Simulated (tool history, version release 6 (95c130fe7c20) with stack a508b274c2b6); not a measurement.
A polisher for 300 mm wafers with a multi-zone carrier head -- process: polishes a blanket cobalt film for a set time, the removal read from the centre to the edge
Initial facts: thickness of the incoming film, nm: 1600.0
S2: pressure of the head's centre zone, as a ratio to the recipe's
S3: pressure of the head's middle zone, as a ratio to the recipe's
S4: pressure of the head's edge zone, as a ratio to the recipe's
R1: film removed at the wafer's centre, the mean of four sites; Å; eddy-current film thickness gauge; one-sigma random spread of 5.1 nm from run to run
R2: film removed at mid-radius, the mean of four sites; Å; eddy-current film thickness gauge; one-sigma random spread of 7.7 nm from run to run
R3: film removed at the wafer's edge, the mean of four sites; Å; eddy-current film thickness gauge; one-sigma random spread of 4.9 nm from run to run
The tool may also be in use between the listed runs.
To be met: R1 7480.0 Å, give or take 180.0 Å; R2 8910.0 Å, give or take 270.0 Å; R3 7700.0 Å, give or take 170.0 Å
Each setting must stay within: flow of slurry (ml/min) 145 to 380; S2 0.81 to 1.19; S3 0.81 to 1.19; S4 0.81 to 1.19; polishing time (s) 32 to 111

{"run": 1, "hour": 0.0, "flow of slurry (ml/min)": 245, "S2": 1.0, "S3": 1.0, "S4": 1.0, "polishing time (s)": 71, "R1": 5714.0, "R2": 5666.9, "R3": 5749.3}
{"run": 2, "hour": 4.9, "flow of slurry (ml/min)": 255, "S2": 1.0, "S3": 1.02, "S4": 1.01, "polishing time (s)": 73, "R1": 5892.2, "R2": 5902.2, "R3": 5976.3}
{"run": 3, "hour": 9.9, "flow of slurry (ml/min)": 255, "S2": 1.0, "S3": 1.04, "S4": 1.0, "polishing time (s)": 75, "R1": 5973.2, "R2": 6373.3, "R3": 6135.1}
{"run": 4, "hour": 11.3, "flow of slurry (ml/min)": 255, "S2": 0.93, "S3": 1.04, "S4": 1.0, "polishing time (s)": 75, "R1": 5605.2, "R2": 6244.4, "R3": 6080.2}
{"run": 5, "hour": 14.0, "flow of slurry (ml/min)": 255, "S2": 0.93, "S3": 1.1, "S4": 1.0, "polishing time (s)": 75, "R1": 5542.8, "R2": 6707.8, "R3": 6027.4}
{"run": 6, "hour": 18.0, "flow of slurry (ml/min)": 260, "S2": 0.94, "S3": 1.11, "S4": 1.01, "polishing time (s)": 76, "R1": 5734.0, "R2": 6573.1, "R3": 6209.9}
{"run": 7, "hour": 24.6, "flow of slurry (ml/min)": 260, "S2": 0.94, "S3": 1.12, "S4": 1.0, "polishing time (s)": 78, "R1": 5922.8, "R2": 6946.5, "R3": 6383.5}
{"run": 8, "hour": 31.3, "flow of slurry (ml/min)": 330, "S2": 1.0, "S3": 1.19, "S4": 1.05, "polishing time (s)": 90, "R1": 7434.6, "R2": 8610.9, "R3": 7577.2}
{"run": 9, "hour": 38.5, "flow of slurry (ml/min)": 330, "S2": 1.0, "S3": 1.19, "S4": 1.05, "polishing time (s)": 90, "R1": 7397.5, "R2": 8619.1, "R3": 7641.1}

Which one of the following 5 next-run settings gets every result inside its allowed miss? There is exactly one.
{"run": "A", "hour": 45.7, "flow of slurry (ml/min)": 335, "S2": 1.04, "S3": 1.13, "S4": 1.07, "polishing time (s)": 90, "R1": "?", "R2": "?", "R3": "?"}
{"run": "B", "hour": 45.7, "flow of slurry (ml/min)": 335, "S2": 0.99, "S3": 1.19, "S4": 1.05, "polishing time (s)": 92, "R1": "?", "R2": "?", "R3": "?"}
{"run": "C", "hour": 45.7, "flow of slurry (ml/min)": 305, "S2": 1.0, "S3": 1.15, "S4": 1.08, "polishing time (s)": 90, "R1": "?", "R2": "?", "R3": "?"}
{"run": "D", "hour": 45.7, "flow of slurry (ml/min)": 315, "S2": 1.04, "S3": 1.16, "S4": 1.07, "polishing time (s)": 90, "R1": "?", "R2": "?", "R3": "?"}
{"run": "E", "hour": 45.7, "flow of slurry (ml/min)": 175, "S2": 0.93, "S3": 1.19, "S4": 0.93, "polishing time (s)": 101, "R1": "?", "R2": "?", "R3": "?"}

move=A R1=7650.7 R2=8316.6 R3=7710.6
move=B R1=7445.0 R2=8892.1 R3=7802.2
move=C R1=7287.9 R2=8374.9 R3=7695.4
move=D R1=7606.9 R2=8460.8 R3=7675.8
move=E R1=7064.1 R2=9067.8 R3=7641.8
A: moves away from the targets compared with the last run
B: meets every target
C: moves away from the targets compared with the last run
D: moves away from the targets compared with the last run
E: brings the last run's worst result on target, with another outside its allowed miss
The right move is B.
